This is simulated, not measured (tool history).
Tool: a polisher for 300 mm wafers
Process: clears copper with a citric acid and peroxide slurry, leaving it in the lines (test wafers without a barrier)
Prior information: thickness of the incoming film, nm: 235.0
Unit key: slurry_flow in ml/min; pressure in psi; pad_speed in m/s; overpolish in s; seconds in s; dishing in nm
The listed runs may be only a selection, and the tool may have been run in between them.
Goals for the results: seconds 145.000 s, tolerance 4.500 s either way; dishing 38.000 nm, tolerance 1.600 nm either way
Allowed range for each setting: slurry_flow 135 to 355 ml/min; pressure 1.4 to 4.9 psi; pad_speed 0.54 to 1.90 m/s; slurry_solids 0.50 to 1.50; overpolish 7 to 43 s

run,day,slurry_flow,pressure,pad_speed,slurry_solids,overpolish,seconds,dishing
1,0.000,225,3.1,1.22,1.00,22,90.977,34.825
2,0.183,225,2.4,1.22,1.00,22,116.700,27.962
3,0.479,225,2.4,1.22,1.00,19,119.160,24.323
4,0.712,225,2.4,1.10,1.00,19,128.970,22.728
5,0.804,220,2.3,1.10,1.00,22,131.940,25.005
6,1.083,220,2.2,1.10,1.00,24,142.780,25.585
7,1.262,220,2.2,1.10,1.00,26,140.960,27.332
8,1.333,220,2.2,1.10,1.00,28,141.080,29.173
9,1.429,220,2.2,1.10,1.00,29,140.560,30.046
10,1.567,215,2.2,1.10,1.00,30,140.660,30.924
11,1.717,215,2.2,1.10,1.00,31,139.840,31.739
12,1.879,215,2.2,1.10,1.00,32,141.870,32.726
13,2.021,215,2.2,1.10,1.00,33,142.850,33.845
14,2.367,215,2.2,1.10,1.00,34,139.560,34.821
15,2.742,215,2.2,1.10,1.00,35,140.560,35.416
16,2.933,215,2.2,1.10,1.00,36,140.520,35.817
17,3.142,210,2.2,1.10,1.00,36,140.760,36.020
18,3.183,215,2.1,1.10,1.00,37,147.510,34.419
19,3.538,210,2.1,1.10,1.00,37,146.710,35.061
20,3.721,215,2.1,1.10,1.00,37,149.640,35.713

Exactly one of the 5 candidate moves below puts every result within its allowed miss. Which one?
A,3.904,195,2.2,1.00,1.10,41,?,?
B,3.904,205,2.1,1.04,1.05,42,?,?
C,3.904,205,2.1,1.08,1.20,40,?,?
D,3.904,240,2.1,1.02,1.00,42,?,?
E,3.904,210,2.4,0.90,1.00,42,?,?

move,seconds,dishing
A,153.590,37.041
B,155.380,37.277
C,145.510,37.783
D,157.410,36.887
E,158.330,37.109
A: meets the target for the result that was furthest off, but another lies outside its allowed miss
B: meets the target for the result that was furthest off, but another lies outside its allowed miss
C: every result within its allowed miss
D: meets the target for the result that was furthest off, but another lies outside its allowed miss
E: meets the target for the result that was furthest off, but another lies outside its allowed miss
The move that meets every target is C.

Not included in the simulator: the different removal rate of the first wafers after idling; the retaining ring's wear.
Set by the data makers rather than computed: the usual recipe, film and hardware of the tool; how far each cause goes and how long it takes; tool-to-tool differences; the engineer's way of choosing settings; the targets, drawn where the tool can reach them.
